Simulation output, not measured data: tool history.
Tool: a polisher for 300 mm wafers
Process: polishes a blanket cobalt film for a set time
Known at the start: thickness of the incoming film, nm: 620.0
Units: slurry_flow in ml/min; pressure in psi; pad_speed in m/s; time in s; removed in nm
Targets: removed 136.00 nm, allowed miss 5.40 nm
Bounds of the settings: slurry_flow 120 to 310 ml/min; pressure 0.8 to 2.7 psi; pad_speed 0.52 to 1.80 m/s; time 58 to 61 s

run	hour	slurry_flow	pressure	pad_speed	time	removed
1	0.0	200	1.7	1.16	58	297.17
2	6.5	200	1.7	1.16	58	292.34
3	11.2	235	1.7	1.16	58	299.58
4	16.2	235	1.5	1.10	58	253.49
5	17.3	235	1.4	1.06	58	237.27
6	24.6	235	1.4	0.92	58	205.50
7	31.4	235	1.3	0.90	58	182.60
8	33.7	230	1.2	0.90	58	172.71
9	35.7	225	1.1	0.90	58	160.68
10	38.1	215	1.1	0.90	58	160.25
11	42.7	210	1.1	0.90	58	156.17
12	43.5	180	0.9	0.90	58	128.25

Which of these 4 next moves meets every target?
A	44.3	120	1.2	0.72	58	?
B	44.3	185	0.8	0.90	61	?
C	44.3	175	0.9	0.82	59	?
D	44.3	175	0.9	0.96	58	?

move	removed
A	127.83
B	127.72
C	123.58
D	141.35
A: further off than the last run
B: further off than the last run
C: further off than the last run
D: meets every target
Move D is the one to make.

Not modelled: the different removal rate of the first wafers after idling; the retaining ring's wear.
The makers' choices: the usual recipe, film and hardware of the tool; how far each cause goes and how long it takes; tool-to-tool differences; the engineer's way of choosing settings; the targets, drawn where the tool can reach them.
